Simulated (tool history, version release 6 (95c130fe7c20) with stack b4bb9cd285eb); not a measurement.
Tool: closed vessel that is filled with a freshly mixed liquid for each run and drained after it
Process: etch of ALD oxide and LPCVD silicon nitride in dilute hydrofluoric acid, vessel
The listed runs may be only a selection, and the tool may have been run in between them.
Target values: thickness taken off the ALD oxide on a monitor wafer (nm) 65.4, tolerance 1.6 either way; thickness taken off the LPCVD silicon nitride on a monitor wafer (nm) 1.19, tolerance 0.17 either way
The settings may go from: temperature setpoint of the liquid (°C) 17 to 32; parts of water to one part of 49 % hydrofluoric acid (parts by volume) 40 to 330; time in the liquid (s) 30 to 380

run	day	temperature setpoint of the liquid (°C)	parts of water to one part of 49 % hydrofluoric acid (parts by volume)	time in the liquid (s)	thickness taken off the ALD oxide on a monitor wafer (nm)	thickness taken off the LPCVD silicon nitride on a monitor wafer (nm)
1	0	24	185	195	30.9	0.60176
2	0.292	24	220	195	24.83	0.51828
3	0.546	24	220	150	19.191	0.36933
4	0.804	26	175	150	26.955	0.59899
5	0.858	26	210	150	21.889	0.5035
6	1.121	26	245	150	18.081	0.40644
7	1.396	25.5	185	160	26.606	0.5747
8	1.721	25	145	165	35.873	0.70748

Below are 5 possible settings for the next run. Only one of them brings all results inside the allowed miss of their targets. Which is it?
A	2.046	23	85	185	?	?
B	2.046	30	185	260	?	?
C	2.046	23.5	85	185	?	?
D	2.046	24.5	105	210	?	?
E	2.046	30.5	175	250	?	?

move	thickness taken off the ALD oxide on a monitor wafer (nm)	thickness taken off the LPCVD silicon nitride on a monitor wafer (nm)
A	68.973	1.213
B	51.236	1.2248
C	70.378	1.2542
D	65.65	1.2346
E	53.675	1.2845
A: the result that was furthest off in the last run now lies on the other side of its target
B: nearer than the last run, and not there yet
C: the result that was furthest off in the last run now lies on the other side of its target
D: each result inside its tolerance
E: nearer than the last run, and not there yet
Answer: D
